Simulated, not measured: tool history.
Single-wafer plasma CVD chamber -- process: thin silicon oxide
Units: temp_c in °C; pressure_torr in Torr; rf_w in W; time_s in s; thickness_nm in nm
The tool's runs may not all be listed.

| run | day | temp_c | pressure_torr | rf_w | time_s | thickness_nm |
|---|---|---|---|---|---|---|
| 1 | 0 | 420 | 1 | 320 | 6.05 | 13.714 |
| 2 | 0.129 | 420 | 1 | 340 | 6.05 | 13.984 |
| 3 | 0.338 | 423 | 0.95 | 325 | 6.02 | 13.063 |
| 4 | 0.388 | 423 | 0.95 | 325 | 6.05 | 13.098 |
| 5 | 0.75 | 424 | 0.91 | 315 | 6.02 | 12.154 |
| 6 | 0.962 | 418 | 0.91 | 315 | 6.02 | 12.338 |
| 7 | 1.129 | 418 | 0.87 | 310 | 6 | 11.591 |
| 8 | 1.238 | 418 | 0.84 | 310 | 5.99 | 11.135 |
| 9 | 1.579 | 418 | 0.81 | 310 | 5.99 | 10.688 |
| 10 | 1.804 | 418 | 0.79 | 310 | 5.99 | 10.379 |
| 11 | 1.983 | 418 | 0.77 | 310 | 5.99 | 10.044 |
| 12 | 2.008 | 418 | 0.76 | 310 | 5.99 | 9.8876 |

Run 13 has not been measured yet. What should we expect?
| 13 | 2.225 | 418 | 0.75 | 310 | 5.99 | ? |

Run 13 produced thickness_nm 9.607 nm.
